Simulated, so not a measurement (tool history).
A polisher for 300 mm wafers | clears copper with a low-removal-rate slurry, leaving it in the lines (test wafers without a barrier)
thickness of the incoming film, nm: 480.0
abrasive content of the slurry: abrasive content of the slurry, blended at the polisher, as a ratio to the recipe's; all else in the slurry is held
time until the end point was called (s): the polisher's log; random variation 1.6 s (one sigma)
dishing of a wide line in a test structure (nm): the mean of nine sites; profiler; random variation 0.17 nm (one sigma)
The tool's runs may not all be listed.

run	hour	flow of slurry (ml/min)	pressure of the wafer on the pad (kPa)	speed of the pad under the wafer (cm/s)	abrasive content of the slurry	overpolish time after the end point (s)	time until the end point was called (s)	dishing of a wide line in a test structure (nm)
1	0.0	215	26.2	96	1.00	16	121.03	40.069
2	8.4	215	26.2	80	1.00	16	144.52	34.234
3	9.9	225	24.1	82	1.00	13	149.72	27.307
4	13.0	255	22.1	84	1.00	11	152.32	23.143
5	16.5	255	22.1	64	1.00	11	196.60	17.918
6	17.2	255	22.1	64	1.15	11	193.17	18.649
7	25.8	270	29.0	66	0.90	5	154.21	10.711
8	28.0	250	28.3	68	0.95	5	155.69	10.795

Forecast run 9:
9	30.4	245	26.9	70	1.00	5	?	?

time until the end point was called (s): 157.03
dishing of a wide line in a test structure (nm): 10.464
